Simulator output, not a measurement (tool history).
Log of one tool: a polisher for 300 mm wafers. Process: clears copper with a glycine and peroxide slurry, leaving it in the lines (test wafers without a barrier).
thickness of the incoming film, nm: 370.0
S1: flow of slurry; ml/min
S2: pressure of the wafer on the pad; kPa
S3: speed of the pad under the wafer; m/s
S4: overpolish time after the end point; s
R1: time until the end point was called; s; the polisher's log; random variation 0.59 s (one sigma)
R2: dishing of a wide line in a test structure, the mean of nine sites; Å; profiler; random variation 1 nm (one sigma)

| run | hour | S1 | S2 | S3 | S4 | R1 | R2 |
|---|---|---|---|---|---|---|---|
| 1 | 0.0 | 250 | 13.8 | 0.94 | 20 | 96.059 | 496.76 |
| 2 | 3.6 | 210 | 13.8 | 0.94 | 20 | 97.945 | 472.16 |
| 3 | 9.2 | 210 | 13.8 | 1.10 | 20 | 85.076 | 526.47 |
| 4 | 15.7 | 215 | 14.5 | 1.10 | 19 | 81.946 | 538.78 |
| 5 | 19.5 | 220 | 15.2 | 1.10 | 18 | 78.308 | 525.22 |
| 6 | 25.7 | 190 | 15.2 | 1.10 | 18 | 80.318 | 505.67 |
|  | 32.2 | head pressure recalibrated |
| 7 | 32.2 | 200 | 15.9 | 1.10 | 17 | 83.117 | 479.86 |
| 8 | 35.5 | 210 | 16.5 | 1.12 | 16 | 79.117 | 466.92 |

Run 9 comes next. What will it give?
| 9 | 41.0 | 210 | 17.2 | 1.14 | 16 | ? | ? |

Run 9 gave R1 75.221 s, R2 495.19 Å.
